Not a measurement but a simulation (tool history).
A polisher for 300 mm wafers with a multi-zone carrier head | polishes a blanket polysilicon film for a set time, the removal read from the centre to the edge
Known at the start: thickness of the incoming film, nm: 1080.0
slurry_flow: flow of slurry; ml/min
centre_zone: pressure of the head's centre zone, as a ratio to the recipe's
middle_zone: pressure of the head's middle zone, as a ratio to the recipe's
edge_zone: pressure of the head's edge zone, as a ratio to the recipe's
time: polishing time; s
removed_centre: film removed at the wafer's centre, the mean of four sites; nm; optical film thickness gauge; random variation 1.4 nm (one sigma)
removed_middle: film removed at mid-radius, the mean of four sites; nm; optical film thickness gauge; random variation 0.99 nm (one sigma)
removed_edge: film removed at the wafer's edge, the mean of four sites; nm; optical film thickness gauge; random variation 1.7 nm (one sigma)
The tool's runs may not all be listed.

{"run": 1, "hour": 0.0, "slurry_flow": 125, "centre_zone": 1, "middle_zone": 1, "edge_zone": 1, "time": 33, "removed_centre": 287.91, "removed_middle": 283.88, "removed_edge": 275.69}
{"run": 2, "hour": 8.1, "slurry_flow": 120, "centre_zone": 0.99, "middle_zone": 0.98, "edge_zone": 0.98, "time": 32, "removed_centre": 271.6, "removed_middle": 267.61, "removed_edge": 270.19}
{"run": 3, "hour": 10.8, "slurry_flow": 120, "centre_zone": 0.99, "middle_zone": 0.98, "edge_zone": 0.97, "time": 30, "removed_centre": 254.53, "removed_middle": 251.86, "removed_edge": 248.47}
{"run": 4, "hour": 16.1, "slurry_flow": 135, "centre_zone": 0.99, "middle_zone": 0.98, "edge_zone": 0.97, "time": 30, "removed_centre": 258.97, "removed_middle": 255.92, "removed_edge": 257.98}
{"hour": 21.7, "done": "slurry nozzle cleaned"}
{"run": 5, "hour": 21.7, "slurry_flow": 135, "centre_zone": 0.94, "middle_zone": 0.98, "edge_zone": 0.97, "time": 30, "removed_centre": 252.7, "removed_middle": 266.15, "removed_edge": 261.25}
{"run": 6, "hour": 23.1, "slurry_flow": 115, "centre_zone": 0.94, "middle_zone": 0.98, "edge_zone": 0.97, "time": 30, "removed_centre": 249.47, "removed_middle": 256.9, "removed_edge": 255.14}

The next listed run, before its measurement:
{"run": 7, "hour": 31.6, "slurry_flow": 80, "centre_zone": 0.91, "middle_zone": 0.88, "edge_zone": 0.87, "time": 20, "removed_centre": "?", "removed_middle": "?", "removed_edge": "?"}

removed_centre: 146.22 nm
removed_middle: 145.07 nm
removed_edge: 157.54 nm
